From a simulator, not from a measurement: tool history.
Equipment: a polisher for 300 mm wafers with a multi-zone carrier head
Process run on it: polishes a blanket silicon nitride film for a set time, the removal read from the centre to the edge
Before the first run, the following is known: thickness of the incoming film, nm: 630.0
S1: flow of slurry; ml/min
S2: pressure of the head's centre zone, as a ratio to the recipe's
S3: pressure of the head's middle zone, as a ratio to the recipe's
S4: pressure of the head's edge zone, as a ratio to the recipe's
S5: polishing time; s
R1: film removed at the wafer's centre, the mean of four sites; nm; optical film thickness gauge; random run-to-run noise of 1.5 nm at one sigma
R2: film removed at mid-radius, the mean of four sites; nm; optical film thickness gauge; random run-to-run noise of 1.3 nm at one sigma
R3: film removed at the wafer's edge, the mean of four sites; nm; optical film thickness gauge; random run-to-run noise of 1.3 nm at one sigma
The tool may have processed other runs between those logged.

Run 1, day 0.000: S1 275 ml/min, S2 1.00, S3 1.00, S4 1.00, S5 46 s. Result: R1 84.301 nm, R2 84.882 nm, R3 86.525 nm.
Run 2, day 0.042: S1 280 ml/min, S2 1.04, S3 1.00, S4 1.02, S5 48 s. Result: R1 90.596 nm, R2 88.092 nm, R3 90.008 nm.
Run 3, day 0.188: S1 230 ml/min, S2 1.04, S3 1.00, S4 1.02, S5 48 s. Result: R1 88.070 nm, R2 85.641 nm, R3 87.534 nm.
Run 4, day 0.458: S1 230 ml/min, S2 1.04, S3 1.07, S4 1.02, S5 48 s. Result: R1 89.051 nm, R2 90.490 nm, R3 88.731 nm.
Run 5, day 0.654: S1 200 ml/min, S2 1.04, S3 1.07, S4 1.02, S5 48 s. Result: R1 84.854 nm, R2 88.137 nm, R3 87.366 nm.
Run 6, day 0.854: S1 225 ml/min, S2 1.07, S3 1.05, S4 1.06, S5 50 s. Result: R1 94.902 nm, R2 93.388 nm, R3 93.509 nm.

Run 7 has not been measured yet. What should we expect?
Run 7, day 0.979: S1 245 ml/min, S2 1.09, S3 1.02, S4 1.09, S5 51 s. Result: R1 ?, R2 ?, R3 ?.

R1: 98.847 nm
R2: 92.378 nm
R3: 97.814 nm
